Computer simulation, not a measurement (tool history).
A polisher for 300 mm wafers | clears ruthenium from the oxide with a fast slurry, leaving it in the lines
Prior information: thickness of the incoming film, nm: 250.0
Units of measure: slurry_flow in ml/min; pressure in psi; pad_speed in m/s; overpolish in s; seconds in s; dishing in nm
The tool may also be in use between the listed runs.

run  hour  slurry_flow  pressure  pad_speed  slurry_solids  overpolish  seconds  dishing
  1     0          135       2.1        1.2              1          15   55.022    55.67
  2   3.2          125       1.7       1.16              1          15    69.38   41.774
  3   4.7          155       1.7       1.16              1          15   66.993    44.42
  4  11.4          155       1.7       1.16           0.85          15   72.052   43.444
  5  12.1          145       1.5       1.16           0.85          15   82.584   38.235
  6  17.3          145       1.5       1.46           0.85          15   67.569   44.676
  7  22.6          135       1.3       1.38           0.85          15   81.656   37.728
  8  30.1          125       1.2       1.36           0.85          15   91.173   34.593
  9  38.9          115       1.2       1.36           0.85          15   92.685    34.48
 10    40          105       1.2       1.36           0.85          15   94.582   34.261

Run 11 is up next; what results do you expect?
 11  44.1          100       1.2       1.36           0.85          15        ?        ?

{"run 11": {"seconds": 94.7, "dishing": 34.246}}
